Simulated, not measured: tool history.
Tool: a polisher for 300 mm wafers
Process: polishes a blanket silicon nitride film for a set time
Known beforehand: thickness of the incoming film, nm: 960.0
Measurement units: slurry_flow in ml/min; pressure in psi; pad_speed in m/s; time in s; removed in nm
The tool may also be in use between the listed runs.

run	hour	slurry_flow	pressure	pad_speed	time	removed
1	0.0	180	3.1	1.42	23	50.576
2	6.4	225	3.1	1.42	23	52.775
3	14.1	220	2.8	1.42	23	48.287
4	15.0	215	2.6	1.42	23	46.371
5	19.7	210	2.4	1.42	23	43.251
6	24.5	210	2.4	1.76	23	48.379
7	30.5	205	2.2	1.74	23	46.574

Predict the results of run 8:
8	34.1	205	2.0	1.72	23	?

Run 8 yielded removed 42.239 nm.

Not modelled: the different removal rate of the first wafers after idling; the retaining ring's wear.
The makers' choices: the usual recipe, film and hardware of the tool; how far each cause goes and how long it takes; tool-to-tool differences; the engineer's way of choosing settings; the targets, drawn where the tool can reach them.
